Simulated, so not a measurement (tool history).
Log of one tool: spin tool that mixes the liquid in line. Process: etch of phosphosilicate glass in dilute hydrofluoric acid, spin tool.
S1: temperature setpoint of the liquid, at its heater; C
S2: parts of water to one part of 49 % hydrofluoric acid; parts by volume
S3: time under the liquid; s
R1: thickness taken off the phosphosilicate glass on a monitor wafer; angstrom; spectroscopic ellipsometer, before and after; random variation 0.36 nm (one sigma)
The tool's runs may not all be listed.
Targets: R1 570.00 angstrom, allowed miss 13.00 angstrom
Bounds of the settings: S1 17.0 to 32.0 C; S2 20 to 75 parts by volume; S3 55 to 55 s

run	hour	S1	S2	S3	R1
1	0.0	24.0	45	55	1048.80
2	5.6	21.5	45	55	941.04
3	6.4	21.5	45	55	931.30
4	13.4	21.0	45	55	920.00
5	16.9	21.0	35	55	1197.90
6	24.2	23.5	35	55	1317.30
7	25.2	22.5	40	55	1107.30
8	31.6	18.5	55	55	670.13

5 next moves are on the table. One of them brings every result within its allowed miss. Which?
A	38.0	19.5	50	55	?
B	38.0	17.0	55	55	?
C	38.0	17.0	65	55	?
D	38.0	20.0	50	55	?
E	38.0	17.0	60	55	?

move	R1
A	763.44
B	619.74
C	518.65
D	779.86
E	564.96
A: further off than the last run
B: nearer than the last run, and not there yet
C: takes the result that was furthest off past its target
D: further off than the last run
E: meets every target
The right move is E.
